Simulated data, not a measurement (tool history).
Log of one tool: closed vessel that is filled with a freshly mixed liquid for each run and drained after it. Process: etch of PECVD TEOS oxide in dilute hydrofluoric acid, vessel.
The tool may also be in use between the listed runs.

| run | hour | temperature setpoint of the liquid (C) | parts of water to one part of 49 % hydrofluoric acid (parts by volume) | time in the liquid (s) | thickness taken off the PECVD TEOS oxide on a monitor wafer (Å) |
|---|---|---|---|---|---|
| 1 | 0.0 | 23.0 | 120 | 1170 | 880.11 |
| 2 | 1.7 | 26.5 | 120 | 1170 | 1005.20 |
| 3 | 4.3 | 26.5 | 85 | 1170 | 1478.60 |
| 4 | 7.8 | 25.0 | 95 | 1170 | 1218.30 |
| 5 | 10.6 | 23.5 | 100 | 1170 | 1094.70 |
| 6 | 11.6 | 23.5 | 100 | 1260 | 1166.30 |

Forecast run 7:
| 7 | 16.5 | 22.5 | 105 | 1260 | ? |

{"run 7": {"thickness taken off the PECVD TEOS oxide on a monitor wafer (Å)": 1065.7}}

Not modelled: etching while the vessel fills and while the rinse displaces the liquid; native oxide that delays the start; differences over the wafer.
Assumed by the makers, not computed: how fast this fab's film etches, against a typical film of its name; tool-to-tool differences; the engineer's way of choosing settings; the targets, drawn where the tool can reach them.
